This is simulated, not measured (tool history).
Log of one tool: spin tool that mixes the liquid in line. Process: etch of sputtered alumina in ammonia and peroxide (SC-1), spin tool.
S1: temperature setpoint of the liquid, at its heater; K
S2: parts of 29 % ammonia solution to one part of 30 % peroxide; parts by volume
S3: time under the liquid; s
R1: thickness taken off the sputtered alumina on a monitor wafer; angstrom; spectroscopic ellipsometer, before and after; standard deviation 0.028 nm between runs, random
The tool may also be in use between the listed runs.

{"run": 1, "day": 0.0, "S1": 320.15, "S2": 0.5, "S3": 270, "R1": 126.81}
{"run": 2, "day": 0.042, "S1": 320.15, "S2": 0.5, "S3": 270, "R1": 126.92}
{"run": 3, "day": 0.304, "S1": 320.15, "S2": 0.35, "S3": 270, "R1": 123.18}
{"run": 4, "day": 0.475, "S1": 318.65, "S2": 0.35, "S3": 270, "R1": 112.6}
{"run": 5, "day": 0.758, "S1": 317.65, "S2": 0.35, "S3": 270, "R1": 106.78}
{"run": 6, "day": 0.908, "S1": 316.65, "S2": 0.35, "S3": 270, "R1": 100.62}
{"run": 7, "day": 1.008, "S1": 311.15, "S2": 0.35, "S3": 270, "R1": 72.699}
{"run": 8, "day": 1.121, "S1": 311.65, "S2": 0.35, "S3": 270, "R1": 75.424}

Run 9 is up next; what results do you expect?
{"run": 9, "day": 1.171, "S1": 311.65, "S2": 0.35, "S3": 270, "R1": "?"}

{"run 9": {"R1": 75.577}}

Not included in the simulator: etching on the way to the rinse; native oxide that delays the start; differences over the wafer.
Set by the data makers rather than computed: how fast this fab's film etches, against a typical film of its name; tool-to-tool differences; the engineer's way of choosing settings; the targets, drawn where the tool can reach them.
